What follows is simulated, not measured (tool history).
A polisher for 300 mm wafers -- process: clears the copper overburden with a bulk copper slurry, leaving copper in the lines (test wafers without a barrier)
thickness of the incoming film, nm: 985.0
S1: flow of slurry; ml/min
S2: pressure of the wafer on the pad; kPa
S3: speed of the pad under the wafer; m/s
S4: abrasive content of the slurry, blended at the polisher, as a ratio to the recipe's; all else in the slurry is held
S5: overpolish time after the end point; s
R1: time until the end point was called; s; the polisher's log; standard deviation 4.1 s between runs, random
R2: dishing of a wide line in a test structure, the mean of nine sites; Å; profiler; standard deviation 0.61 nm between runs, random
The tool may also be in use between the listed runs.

| run | hour | S1 | S2 | S3 | S4 | S5 | R1 | R2 |
|---|---|---|---|---|---|---|---|---|
| 1 | 0 | 280 | 19.3 | 1.06 | 1 | 21 | 105.28 | 905.76 |
| 2 | 7.9 | 280 | 19.3 | 1.06 | 1 | 14 | 109.28 | 707.57 |
| 3 | 16.6 | 280 | 19.3 | 1.06 | 1.1 | 14 | 105.88 | 712.22 |
| 4 | 19.3 | 280 | 17.9 | 1 | 1.15 | 13 | 120.43 | 607.55 |
| 5 | 22.6 | 280 | 17.9 | 1 | 1.15 | 8 | 121.35 | 424.16 |
| 6 | 27.9 | 275 | 16.5 | 0.96 | 1.15 | 9 | 133.52 | 416.64 |

What will run 7 give?
|  | 28.9 | head pressure recalibrated |
| 7 | 28.9 | 275 | 15.2 | 0.9 | 1.15 | 10 | ? | ? |

Run 7 came out at R1 166.46 s, R2 384.97 Å.
